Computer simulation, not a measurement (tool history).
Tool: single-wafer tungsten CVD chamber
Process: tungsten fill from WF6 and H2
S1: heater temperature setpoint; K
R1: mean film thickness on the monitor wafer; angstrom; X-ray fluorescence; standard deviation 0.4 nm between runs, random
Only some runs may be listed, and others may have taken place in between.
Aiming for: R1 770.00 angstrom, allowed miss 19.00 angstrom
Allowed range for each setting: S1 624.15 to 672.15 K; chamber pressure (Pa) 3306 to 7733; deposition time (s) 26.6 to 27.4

{"run": 1, "hour": 0.0, "S1": 648.15, "chamber pressure (Pa)": 5520, "deposition time (s)": 26.6, "R1": 578.84}
{"run": 2, "hour": 3.6, "S1": 650.15, "chamber pressure (Pa)": 5533, "deposition time (s)": 26.6, "R1": 604.5}
{"run": 3, "hour": 6.3, "S1": 652.15, "chamber pressure (Pa)": 5546, "deposition time (s)": 26.6, "R1": 633.47}
{"run": 4, "hour": 9.5, "S1": 652.15, "chamber pressure (Pa)": 5546, "deposition time (s)": 27.4, "R1": 656.42}
{"run": 5, "hour": 10.3, "S1": 652.15, "chamber pressure (Pa)": 4746, "deposition time (s)": 27.4, "R1": 608.66}
{"run": 6, "hour": 13.7, "S1": 644.15, "chamber pressure (Pa)": 4746, "deposition time (s)": 27.4, "R1": 516.87}
{"run": 7, "hour": 20.2, "S1": 647.15, "chamber pressure (Pa)": 4760, "deposition time (s)": 27.4, "R1": 553.47}
{"run": 8, "hour": 25.2, "S1": 649.15, "chamber pressure (Pa)": 4773, "deposition time (s)": 27.4, "R1": 580.43}
{"run": 9, "hour": 26.1, "S1": 651.15, "chamber pressure (Pa)": 4786, "deposition time (s)": 27.4, "R1": 603.75}
{"run": 10, "hour": 27.1, "S1": 651.15, "chamber pressure (Pa)": 4786, "deposition time (s)": 27.4, "R1": 605.76}

Which one of the following 4 next-run settings gets every result inside its allowed miss? There is exactly one.
{"run": "A", "hour": 28.1, "S1": 641.15, "chamber pressure (Pa)": 4240, "deposition time (s)": 26.6, "R1": "?"}
{"run": "B", "hour": 28.1, "S1": 641.15, "chamber pressure (Pa)": 4706, "deposition time (s)": 26.6, "R1": "?"}
{"run": "C", "hour": 28.1, "S1": 639.15, "chamber pressure (Pa)": 4560, "deposition time (s)": 26.6, "R1": "?"}
{"run": "D", "hour": 28.1, "S1": 661.15, "chamber pressure (Pa)": 5066, "deposition time (s)": 27.4, "R1": "?"}

move=A R1=448.32
move=B R1=465.88
move=C R1=439.70
move=D R1=764.23
A: lands further from the targets than the last run did
B: lands further from the targets than the last run did
C: lands further from the targets than the last run did
D: every result within its allowed miss
The right move is D.
